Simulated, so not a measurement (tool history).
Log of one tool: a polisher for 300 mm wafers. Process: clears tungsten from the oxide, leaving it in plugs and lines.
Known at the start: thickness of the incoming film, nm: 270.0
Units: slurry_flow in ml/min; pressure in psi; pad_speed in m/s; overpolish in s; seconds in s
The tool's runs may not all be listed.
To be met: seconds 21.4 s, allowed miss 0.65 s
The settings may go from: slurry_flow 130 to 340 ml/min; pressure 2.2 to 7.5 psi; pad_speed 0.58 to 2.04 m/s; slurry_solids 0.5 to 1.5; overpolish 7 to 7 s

Run 1, day 0: slurry_flow 220 ml/min, pressure 4.8 psi, pad_speed 1.3 m/s, slurry_solids 1, overpolish 7 s. Result: seconds 31.388 s.
Run 2, day 0.025: slurry_flow 225 ml/min, pressure 5.3 psi, pad_speed 1.3 m/s, slurry_solids 1, overpolish 7 s. Result: seconds 28.839 s.
Run 3, day 0.371: slurry_flow 225 ml/min, pressure 5.8 psi, pad_speed 1.3 m/s, slurry_solids 1, overpolish 7 s. Result: seconds 26.211 s.
Run 4, day 0.596: slurry_flow 265 ml/min, pressure 5.8 psi, pad_speed 1.3 m/s, slurry_solids 1, overpolish 7 s. Result: seconds 25.789 s.
Run 5, day 0.733: slurry_flow 220 ml/min, pressure 5.8 psi, pad_speed 1.3 m/s, slurry_solids 1, overpolish 7 s. Result: seconds 25.868 s.
Run 6, day 0.842: slurry_flow 220 ml/min, pressure 5.8 psi, pad_speed 1.12 m/s, slurry_solids 1, overpolish 7 s. Result: seconds 30.193 s.
Run 7, day 0.958: slurry_flow 220 ml/min, pressure 6.3 psi, pad_speed 1.12 m/s, slurry_solids 1, overpolish 7 s. Result: seconds 28.158 s.
Run 8, day 1.25: slurry_flow 220 ml/min, pressure 6.7 psi, pad_speed 1.14 m/s, slurry_solids 1, overpolish 7 s. Result: seconds 26.011 s.
Run 9, day 1.275: slurry_flow 220 ml/min, pressure 6.9 psi, pad_speed 1.16 m/s, slurry_solids 1, overpolish 7 s. Result: seconds 25.047 s.
Run 10, day 1.312: slurry_flow 225 ml/min, pressure 7.1 psi, pad_speed 1.18 m/s, slurry_solids 1, overpolish 7 s. Result: seconds 23.889 s.
Run 11, day 1.467: slurry_flow 225 ml/min, pressure 7.2 psi, pad_speed 1.2 m/s, slurry_solids 1, overpolish 7 s. Result: seconds 23.065 s.
Run 12, day 1.617: slurry_flow 225 ml/min, pressure 7.3 psi, pad_speed 1.22 m/s, slurry_solids 1, overpolish 7 s. Result: seconds 22.4 s.

Which of these 4 next moves meets every target?
Run A, day 1.767: slurry_flow 290 ml/min, pressure 7.2 psi, pad_speed 1.06 m/s, slurry_solids 1.1, overpolish 7 s. Result: seconds ?.
Run B, day 1.767: slurry_flow 215 ml/min, pressure 7.5 psi, pad_speed 1.36 m/s, slurry_solids 0.95, overpolish 7 s. Result: seconds ?.
Run C, day 1.767: slurry_flow 225 ml/min, pressure 7.5 psi, pad_speed 1.28 m/s, slurry_solids 1.1, overpolish 7 s. Result: seconds ?.
Run D, day 1.767: slurry_flow 220 ml/min, pressure 7.4 psi, pad_speed 1.3 m/s, slurry_solids 0.9, overpolish 7 s. Result: seconds ?.

move  seconds
   A   24.654
   B   20.002
   C   20.221
   D   21.466
A: further off than the last run
B: takes the result that was furthest off past its target
C: takes the result that was furthest off past its target
D: meets every target
Answer: D
